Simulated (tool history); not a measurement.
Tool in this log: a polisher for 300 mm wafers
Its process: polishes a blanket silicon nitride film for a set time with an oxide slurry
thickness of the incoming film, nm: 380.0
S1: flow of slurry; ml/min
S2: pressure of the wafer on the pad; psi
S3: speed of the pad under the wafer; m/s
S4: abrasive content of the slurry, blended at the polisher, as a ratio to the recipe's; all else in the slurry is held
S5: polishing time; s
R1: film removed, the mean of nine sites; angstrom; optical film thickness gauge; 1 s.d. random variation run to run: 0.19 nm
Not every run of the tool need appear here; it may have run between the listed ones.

run,day,S1,S2,S3,S4,S5,R1
1,0,140,2.9,1.34,1,69,408.35
2,0.296,135,2.6,1.28,1,69,357.12
3,0.596,135,2.6,1.28,1,69,357.54
4,0.9,115,2.6,1.28,1,69,344.54
5,1.025,115,2.6,1.48,1,69,385.76
6,1.062,85,2.6,1.48,1,69,354.15

Forecast run 7:
7,1.408,85,2.3,1.42,1,69,?

Run 7 measured R1 305.51 angstrom.

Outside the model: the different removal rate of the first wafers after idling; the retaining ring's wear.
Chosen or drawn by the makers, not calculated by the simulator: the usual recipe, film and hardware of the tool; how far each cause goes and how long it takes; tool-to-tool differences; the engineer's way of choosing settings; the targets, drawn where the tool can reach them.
